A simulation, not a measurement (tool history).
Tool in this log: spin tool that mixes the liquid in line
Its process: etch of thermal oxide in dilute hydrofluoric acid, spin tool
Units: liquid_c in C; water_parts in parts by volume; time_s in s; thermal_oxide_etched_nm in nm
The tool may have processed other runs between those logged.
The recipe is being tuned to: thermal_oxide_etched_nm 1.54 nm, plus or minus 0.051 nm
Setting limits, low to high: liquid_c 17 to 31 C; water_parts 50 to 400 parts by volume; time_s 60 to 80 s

run 1 day=0 | liquid_c=23 water_parts=225 time_s=80 | thermal_oxide_etched_nm=1.3046
run 2 day=0.275 | liquid_c=24 water_parts=225 time_s=80 | thermal_oxide_etched_nm=1.3422
run 3 day=0.579 | liquid_c=26 water_parts=225 time_s=80 | thermal_oxide_etched_nm=1.4617
run 4 day=0.617 | liquid_c=26.5 water_parts=225 time_s=80 | thermal_oxide_etched_nm=1.4832
run 5 day=0.754 | liquid_c=26.5 water_parts=175 time_s=80 | thermal_oxide_etched_nm=2.0225
run 6 day=0.854 | liquid_c=24.5 water_parts=175 time_s=80 | thermal_oxide_etched_nm=1.843
run 7 day=0.958 | liquid_c=23.5 water_parts=175 time_s=80 | thermal_oxide_etched_nm=1.8036
run 8 day=1.079 | liquid_c=22.5 water_parts=175 time_s=80 | thermal_oxide_etched_nm=1.7057
run 9 day=1.404 | liquid_c=22 water_parts=175 time_s=80 | thermal_oxide_etched_nm=1.7046
run 10 day=1.571 | liquid_c=21.5 water_parts=175 time_s=80 | thermal_oxide_etched_nm=1.6813
run 11 day=1.854 | liquid_c=21 water_parts=175 time_s=80 | thermal_oxide_etched_nm=1.6637
run 12 day=2.029 | liquid_c=20.5 water_parts=175 time_s=80 | thermal_oxide_etched_nm=1.6062

Next run, 4 choices. One meets every target within its allowed miss, the rest don't. Which?
run A day=2.204 | liquid_c=21.5 water_parts=190 time_s=75 | thermal_oxide_etched_nm=?
run B day=2.204 | liquid_c=19.5 water_parts=165 time_s=80 | thermal_oxide_etched_nm=?
run C day=2.204 | liquid_c=21 water_parts=200 time_s=80 | thermal_oxide_etched_nm=?
run D day=2.204 | liquid_c=20 water_parts=140 time_s=60 | thermal_oxide_etched_nm=?

move=A thermal_oxide_etched_nm=1.4185
move=B thermal_oxide_etched_nm=1.6534
move=C thermal_oxide_etched_nm=1.396
move=D thermal_oxide_etched_nm=1.5298
A: pushes the last run's worst result past its target
B: moves away from the targets compared with the last run
C: pushes the last run's worst result past its target
D: meets every target
Answer: D

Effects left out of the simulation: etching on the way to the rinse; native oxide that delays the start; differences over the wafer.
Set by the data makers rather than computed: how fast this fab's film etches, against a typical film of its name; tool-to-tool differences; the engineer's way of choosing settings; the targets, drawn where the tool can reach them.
